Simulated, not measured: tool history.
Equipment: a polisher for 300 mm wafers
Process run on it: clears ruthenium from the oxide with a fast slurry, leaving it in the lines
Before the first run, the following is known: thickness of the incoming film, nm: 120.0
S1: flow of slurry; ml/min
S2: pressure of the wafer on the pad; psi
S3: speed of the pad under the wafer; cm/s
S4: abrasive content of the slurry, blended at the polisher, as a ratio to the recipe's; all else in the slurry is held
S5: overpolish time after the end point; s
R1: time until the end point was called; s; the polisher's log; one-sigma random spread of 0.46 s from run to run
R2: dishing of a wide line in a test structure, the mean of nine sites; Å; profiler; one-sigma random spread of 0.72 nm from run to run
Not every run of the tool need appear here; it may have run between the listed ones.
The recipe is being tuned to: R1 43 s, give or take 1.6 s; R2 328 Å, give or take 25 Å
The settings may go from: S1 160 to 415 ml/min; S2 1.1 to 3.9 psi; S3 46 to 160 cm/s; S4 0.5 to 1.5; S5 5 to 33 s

run 1 hour=0 | S1=265 S2=2.5 S3=102 S4=1 S5=17 | R1=38.459 R2=482.89
run 2 hour=1.1 | S1=265 S2=2.5 S3=102 S4=1 S5=16 | R1=38.364 R2=463.06
run 3 hour=3.6 | S1=265 S2=2.5 S3=102 S4=1.15 S5=16 | R1=36.207 R2=493.28
run 4 hour=12.1 | S1=265 S2=2.5 S3=102 S4=1.3 S5=16 | R1=34.737 R2=486.52
run 5 hour=13.4 | S1=265 S2=2.4 S3=102 S4=1.3 S5=16 | R1=36.839 R2=508.23
run 6 hour=22 | S1=235 S2=2.4 S3=102 S4=1.3 S5=16 | R1=36.426 R2=495.07
run 7 hour=28.2 | S1=235 S2=2.4 S3=102 S4=1.3 S5=15 | R1=36.191 R2=464.99
run 8 hour=35.3 | S1=235 S2=2.4 S3=102 S4=1.3 S5=15 | R1=36.874 R2=462.58
run 9 hour=37.6 | S1=235 S2=2.2 S3=100 S4=1.3 S5=12 | R1=41.013 R2=352.79

Below are 4 possible settings for the next run. Only one of them brings all results inside the allowed miss of their targets. Which is it?
run A hour=39.9 | S1=215 S2=2 S3=92 S4=1.3 S5=11 | R1=? R2=?
run B hour=39.9 | S1=175 S2=2 S3=104 S4=1.5 S5=12 | R1=? R2=?
run C hour=39.9 | S1=220 S2=2 S3=92 S4=1.3 S5=13 | R1=? R2=?
run D hour=39.9 | S1=315 S2=2.1 S3=102 S4=1.45 S5=11 | R1=? R2=?

move=A R1=47.932 R2=267.19
move=B R1=42.205 R2=326.43
move=C R1=47.78 R2=313.35
move=D R1=38.514 R2=327.79
A: carries the result that was furthest off beyond its target, to the other side
B: meets every target
C: carries the result that was furthest off beyond its target, to the other side
D: the biggest miss grows against the last run
So the answer is move B, the one that meets all the targets.

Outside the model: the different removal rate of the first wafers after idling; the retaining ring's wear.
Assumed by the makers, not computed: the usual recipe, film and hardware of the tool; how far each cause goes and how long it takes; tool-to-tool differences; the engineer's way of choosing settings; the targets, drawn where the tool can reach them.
